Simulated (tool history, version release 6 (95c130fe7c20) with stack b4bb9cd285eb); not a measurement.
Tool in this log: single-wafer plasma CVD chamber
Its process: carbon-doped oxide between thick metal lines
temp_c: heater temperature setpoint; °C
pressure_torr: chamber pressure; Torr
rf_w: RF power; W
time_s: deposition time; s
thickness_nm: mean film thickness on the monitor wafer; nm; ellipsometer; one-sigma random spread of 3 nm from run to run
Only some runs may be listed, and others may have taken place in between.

{"run": 1, "hour": 0.0, "temp_c": 335, "pressure_torr": 4.7, "rf_w": 535, "time_s": 238, "thickness_nm": 1428.5}
{"run": 2, "hour": 7.1, "temp_c": 335, "pressure_torr": 4.7, "rf_w": 480, "time_s": 238, "thickness_nm": 1300.5}
{"run": 3, "hour": 9.6, "temp_c": 336, "pressure_torr": 4.6, "rf_w": 475, "time_s": 238, "thickness_nm": 1287.0}
{"run": 4, "hour": 17.4, "temp_c": 337, "pressure_torr": 4.51, "rf_w": 470, "time_s": 238, "thickness_nm": 1258.8}
{"run": 5, "hour": 19.7, "temp_c": 338, "pressure_torr": 4.44, "rf_w": 470, "time_s": 238, "thickness_nm": 1250.8}
{"run": 6, "hour": 28.6, "temp_c": 330, "pressure_torr": 4.44, "rf_w": 470, "time_s": 238, "thickness_nm": 1282.7}
{"run": 7, "hour": 33.9, "temp_c": 331, "pressure_torr": 4.32, "rf_w": 465, "time_s": 238, "thickness_nm": 1258.6}
{"run": 8, "hour": 42.0, "temp_c": 332, "pressure_torr": 4.22, "rf_w": 465, "time_s": 238, "thickness_nm": 1250.4}
{"run": 9, "hour": 47.9, "temp_c": 333, "pressure_torr": 4.13, "rf_w": 465, "time_s": 238, "thickness_nm": 1247.7}
{"run": 10, "hour": 48.6, "temp_c": 340, "pressure_torr": 3.47, "rf_w": 420, "time_s": 238, "thickness_nm": 1061.6}
{"run": 11, "hour": 49.8, "temp_c": 339, "pressure_torr": 3.53, "rf_w": 420, "time_s": 238, "thickness_nm": 1071.2}
{"run": 12, "hour": 53.4, "temp_c": 338, "pressure_torr": 3.58, "rf_w": 420, "time_s": 238, "thickness_nm": 1077.6}
{"run": 13, "hour": 60.3, "temp_c": 337, "pressure_torr": 3.63, "rf_w": 420, "time_s": 238, "thickness_nm": 1083.7}
{"run": 14, "hour": 65.9, "temp_c": 337, "pressure_torr": 3.63, "rf_w": 420, "time_s": 238, "thickness_nm": 1083.3}
{"run": 15, "hour": 70.2, "temp_c": 336, "pressure_torr": 3.68, "rf_w": 420, "time_s": 238, "thickness_nm": 1089.9}
{"run": 16, "hour": 74.3, "temp_c": 335, "pressure_torr": 3.73, "rf_w": 420, "time_s": 238, "thickness_nm": 1097.2}
{"run": 17, "hour": 79.9, "temp_c": 334, "pressure_torr": 3.78, "rf_w": 420, "time_s": 238, "thickness_nm": 1094.6}
{"run": 18, "hour": 81.7, "temp_c": 334, "pressure_torr": 3.85, "rf_w": 420, "time_s": 238, "thickness_nm": 1099.5}

Run 19 comes next. What will it give?
{"run": 19, "hour": 87.3, "temp_c": 334, "pressure_torr": 3.92, "rf_w": 420, "time_s": 238, "thickness_nm": "?"}

{"run 19": {"thickness_nm": 1102.9}}

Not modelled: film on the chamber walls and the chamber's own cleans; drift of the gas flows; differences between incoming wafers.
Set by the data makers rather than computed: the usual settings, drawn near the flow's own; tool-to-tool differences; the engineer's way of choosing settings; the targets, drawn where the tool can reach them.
